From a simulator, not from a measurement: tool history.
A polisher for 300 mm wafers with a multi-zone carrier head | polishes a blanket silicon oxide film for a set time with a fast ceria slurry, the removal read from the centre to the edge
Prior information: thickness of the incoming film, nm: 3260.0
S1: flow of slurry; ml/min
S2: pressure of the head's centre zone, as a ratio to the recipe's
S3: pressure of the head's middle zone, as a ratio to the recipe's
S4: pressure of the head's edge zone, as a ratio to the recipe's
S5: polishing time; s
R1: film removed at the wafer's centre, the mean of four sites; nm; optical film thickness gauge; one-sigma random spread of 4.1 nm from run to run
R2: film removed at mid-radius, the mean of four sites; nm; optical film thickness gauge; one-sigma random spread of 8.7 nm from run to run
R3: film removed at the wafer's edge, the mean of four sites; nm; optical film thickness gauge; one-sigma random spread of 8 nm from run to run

Run 1, hour 0.0: S1 130 ml/min, S2 1.00, S3 1.00, S4 1.00, S5 71 s. Result: R1 1131.50 nm, R2 1119.90 nm, R3 1139.80 nm.
Run 2, hour 1.1: S1 125 ml/min, S2 0.98, S3 1.01, S4 0.98, S5 65 s. Result: R1 1027.40 nm, R2 1054.10 nm, R3 1028.60 nm.
Run 3, hour 7.7: S1 120 ml/min, S2 0.96, S3 1.01, S4 0.97, S5 60 s. Result: R1 907.25 nm, R2 954.35 nm, R3 929.98 nm.
Run 4, hour 8.9: S1 115 ml/min, S2 0.94, S3 1.01, S4 0.95, S5 57 s. Result: R1 841.42 nm, R2 886.04 nm, R3 865.27 nm.
Run 5, hour 13.8: S1 115 ml/min, S2 0.97, S3 1.01, S4 0.95, S5 57 s. Result: R1 870.00 nm, R2 893.45 nm, R3 874.78 nm.
Run 6, hour 17.7: S1 115 ml/min, S2 0.97, S3 1.01, S4 0.95, S5 49 s. Result: R1 736.71 nm, R2 783.85 nm, R3 746.25 nm.
Run 7, hour 22.6: S1 115 ml/min, S2 0.95, S3 1.01, S4 0.95, S5 47 s. Result: R1 692.69 nm, R2 726.34 nm, R3 719.35 nm.
Run 8, hour 28.4: S1 110 ml/min, S2 0.93, S3 1.02, S4 0.94, S5 46 s. Result: R1 667.72 nm, R2 727.18 nm, R3 703.95 nm.
Run 9, hour 36.6: S1 105 ml/min, S2 0.92, S3 1.03, S4 0.93, S5 45 s. Result: R1 627.35 nm, R2 701.24 nm, R3 679.25 nm.
Run 10, hour 39.7: S1 105 ml/min, S2 0.92, S3 1.03, S4 0.93, S5 45 s. Result: R1 628.12 nm, R2 710.25 nm, R3 671.45 nm.
Run 11, hour 42.5: S1 100 ml/min, S2 0.91, S3 1.03, S4 0.92, S5 45 s. Result: R1 614.16 nm, R2 696.13 nm, R3 669.37 nm.
Run 12, hour 51.3: S1 100 ml/min, S2 0.90, S3 1.03, S4 0.91, S5 45 s. Result: R1 605.52 nm, R2 695.71 nm, R3 668.16 nm.
Run 13, hour 53.4: S1 100 ml/min, S2 0.90, S3 1.03, S4 0.90, S5 44 s. Result: R1 595.18 nm, R2 676.04 nm, R3 637.52 nm.
Run 14, hour 55.5: S1 100 ml/min, S2 0.89, S3 1.03, S4 0.89, S5 44 s. Result: R1 587.82 nm, R2 657.56 nm, R3 643.36 nm.

What does the tool deliver on the next run?
Run 15, hour 57.7: S1 100 ml/min, S2 0.89, S3 1.03, S4 0.89, S5 44 s. Result: R1 ?, R2 ?, R3 ?.

Run 15 came out at R1 588.12 nm, R2 684.38 nm, R3 635.47 nm.
